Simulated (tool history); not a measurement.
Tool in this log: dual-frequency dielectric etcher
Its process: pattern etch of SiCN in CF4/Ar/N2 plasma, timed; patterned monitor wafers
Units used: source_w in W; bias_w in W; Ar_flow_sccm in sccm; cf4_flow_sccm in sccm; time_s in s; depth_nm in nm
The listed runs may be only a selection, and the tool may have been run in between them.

{"run": 1, "hour": 0.0, "source_w": 580, "bias_w": 70, "Ar_flow_sccm": 109, "cf4_flow_sccm": 83, "time_s": 107.5, "depth_nm": 108.17}
{"run": 2, "hour": 1.7, "source_w": 620, "bias_w": 70, "Ar_flow_sccm": 109, "cf4_flow_sccm": 83, "time_s": 107.5, "depth_nm": 114.85}
{"run": 3, "hour": 7.4, "source_w": 650, "bias_w": 70, "Ar_flow_sccm": 109, "cf4_flow_sccm": 83, "time_s": 107.5, "depth_nm": 122.87}
{"run": 4, "hour": 13.7, "source_w": 660, "bias_w": 70, "Ar_flow_sccm": 109, "cf4_flow_sccm": 83, "time_s": 107.5, "depth_nm": 124.69}
{"run": 5, "hour": 16.8, "source_w": 660, "bias_w": 70, "Ar_flow_sccm": 109, "cf4_flow_sccm": 83, "time_s": 107.5, "depth_nm": 123.75}
{"run": 6, "hour": 17.9, "source_w": 660, "bias_w": 70, "Ar_flow_sccm": 109, "cf4_flow_sccm": 73, "time_s": 107.5, "depth_nm": 121.23}
{"run": 7, "hour": 20.6, "source_w": 680, "bias_w": 70, "Ar_flow_sccm": 109, "cf4_flow_sccm": 73, "time_s": 107.5, "depth_nm": 127.21}

Forecast run 8:
{"run": 8, "hour": 27.9, "source_w": 690, "bias_w": 70, "Ar_flow_sccm": 109, "cf4_flow_sccm": 73, "time_s": 107.5, "depth_nm": "?"}

{"run 8": {"depth_nm": 128.62}}

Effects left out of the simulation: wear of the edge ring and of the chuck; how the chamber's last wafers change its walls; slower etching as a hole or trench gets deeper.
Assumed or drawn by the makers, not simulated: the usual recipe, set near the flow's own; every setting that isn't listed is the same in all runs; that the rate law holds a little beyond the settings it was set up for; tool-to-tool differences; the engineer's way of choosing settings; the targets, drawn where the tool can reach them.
